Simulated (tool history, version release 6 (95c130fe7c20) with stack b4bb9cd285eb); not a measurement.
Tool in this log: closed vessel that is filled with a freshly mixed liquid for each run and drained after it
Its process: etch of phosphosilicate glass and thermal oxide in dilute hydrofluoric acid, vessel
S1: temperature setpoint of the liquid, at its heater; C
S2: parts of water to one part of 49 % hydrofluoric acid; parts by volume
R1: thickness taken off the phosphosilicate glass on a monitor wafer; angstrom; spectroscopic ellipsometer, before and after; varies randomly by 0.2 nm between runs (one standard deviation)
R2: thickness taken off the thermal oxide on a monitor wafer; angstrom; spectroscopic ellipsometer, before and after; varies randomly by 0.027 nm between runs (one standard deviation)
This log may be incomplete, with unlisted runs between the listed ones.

Run 1, day 0: S1 20 C, S2 230 parts by volume, time in the liquid (s) 60. Result: R1 255.63 angstrom, R2 8.4611 angstrom.
Run 2, day 0.325: S1 20 C, S2 230 parts by volume, time in the liquid (s) 35. Result: R1 147.54 angstrom, R2 5.1787 angstrom.
Run 3, day 0.433: S1 17 C, S2 230 parts by volume, time in the liquid (s) 35. Result: R1 130 angstrom, R2 4.5292 angstrom.
Run 4, day 0.642: S1 17 C, S2 230 parts by volume, time in the liquid (s) 30. Result: R1 113.57 angstrom, R2 4.022 angstrom.
Run 5, day 0.9: S1 17 C, S2 230 parts by volume, time in the liquid (s) 30. Result: R1 113.16 angstrom, R2 3.997 angstrom.
Run 6, day 1.125: S1 17 C, S2 230 parts by volume, time in the liquid (s) 40. Result: R1 149.94 angstrom, R2 5.2199 angstrom.
Run 7, day 1.421: S1 18 C, S2 225 parts by volume, time in the liquid (s) 40. Result: R1 159.76 angstrom, R2 5.6798 angstrom.
Run 8, day 1.612: S1 19 C, S2 225 parts by volume, time in the liquid (s) 40. Result: R1 169.41 angstrom, R2 5.8091 angstrom.
Run 9, day 1.867: S1 19 C, S2 225 parts by volume, time in the liquid (s) 40. Result: R1 169.74 angstrom, R2 5.913 angstrom.
Run 10, day 2.117: S1 19.5 C, S2 225 parts by volume, time in the liquid (s) 40. Result: R1 173.34 angstrom, R2 6.0656 angstrom.
Run 11, day 2.238: S1 19.5 C, S2 225 parts by volume, time in the liquid (s) 40. Result: R1 171.73 angstrom, R2 5.9579 angstrom.

Estimate the outcome of run 12 from the log above:
Run 12, day 2.467: S1 20 C, S2 225 parts by volume, time in the liquid (s) 40. Result: R1 ?, R2 ?.

Run 12 produced R1 174.69 angstrom, R2 6.0836 angstrom.
